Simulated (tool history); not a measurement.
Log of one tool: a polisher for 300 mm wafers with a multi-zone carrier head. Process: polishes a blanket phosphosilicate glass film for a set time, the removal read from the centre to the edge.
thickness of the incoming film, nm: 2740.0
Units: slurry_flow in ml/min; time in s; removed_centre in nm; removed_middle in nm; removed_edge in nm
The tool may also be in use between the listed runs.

run  hour  slurry_flow  centre_zone  middle_zone  edge_zone  slurry_solids  time  removed_centre  removed_middle  removed_edge
  1   0.0          145         1.00         1.00       1.00           1.00    35          286.16          298.89        280.16
  2   3.5          145         1.00         1.00       1.00           1.00    40          324.35          343.09        314.18
  3   4.7          180         1.00         1.00       1.00           1.00    40          338.21          347.03        331.21
  4  13.3          180         1.00         1.00       1.00           0.90    40          315.86          327.81        301.41
  5  21.8          170         0.94         0.95       0.96           0.85    40          292.88          303.43        290.31
  6  29.6          205         0.94         0.95       0.96           0.85    40          303.35          315.15        300.35
  7  36.1          185         0.90         0.93       0.93           0.80    40          273.64          301.04        280.08

Forecast run 8:
  8  45.0          170         0.88         0.90       0.91           0.80    40               ?               ?             ?

{"run 8": {"removed_centre": 263.06, "removed_middle": 283.63, "removed_edge": 274.69}}

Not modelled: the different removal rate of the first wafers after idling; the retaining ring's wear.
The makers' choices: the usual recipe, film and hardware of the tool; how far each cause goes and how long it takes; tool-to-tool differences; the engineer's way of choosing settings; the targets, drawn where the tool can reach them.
